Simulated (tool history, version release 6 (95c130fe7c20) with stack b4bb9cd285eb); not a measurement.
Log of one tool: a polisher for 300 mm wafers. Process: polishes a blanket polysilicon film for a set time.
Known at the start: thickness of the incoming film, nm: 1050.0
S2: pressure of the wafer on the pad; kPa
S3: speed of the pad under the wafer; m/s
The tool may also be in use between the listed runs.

run 1 day=0 | flow_of_slurry_(ml/min)=155 S2=16.5 S3=1.08 polishing_time_(s)=30 | film_removed_(Å)=2268.4
run 2 day=0.225 | flow_of_slurry_(ml/min)=155 S2=19.3 S3=1.08 polishing_time_(s)=30 | film_removed_(Å)=2684.5
run 3 day=0.475 | flow_of_slurry_(ml/min)=155 S2=19.3 S3=1.08 polishing_time_(s)=30 | film_removed_(Å)=2635.5
run 4 day=0.8 | flow_of_slurry_(ml/min)=155 S2=17.2 S3=1.08 polishing_time_(s)=30 | film_removed_(Å)=2385.4
run 5 day=0.883 | flow_of_slurry_(ml/min)=155 S2=17.2 S3=1.08 polishing_time_(s)=27 | film_removed_(Å)=2182
run 6 day=1.196 | flow_of_slurry_(ml/min)=155 S2=18.6 S3=1.08 polishing_time_(s)=27 | film_removed_(Å)=2321.3
run 7 day=1.283 | flow_of_slurry_(ml/min)=155 S2=17.2 S3=1.08 polishing_time_(s)=27 | film_removed_(Å)=2152.8

Run 8 comes next. What will it give?
run 8 day=1.383 | flow_of_slurry_(ml/min)=155 S2=17.2 S3=1.08 polishing_time_(s)=27 | film_removed_(Å)=?

Run 8 gave film removed (Å) 2146.8.
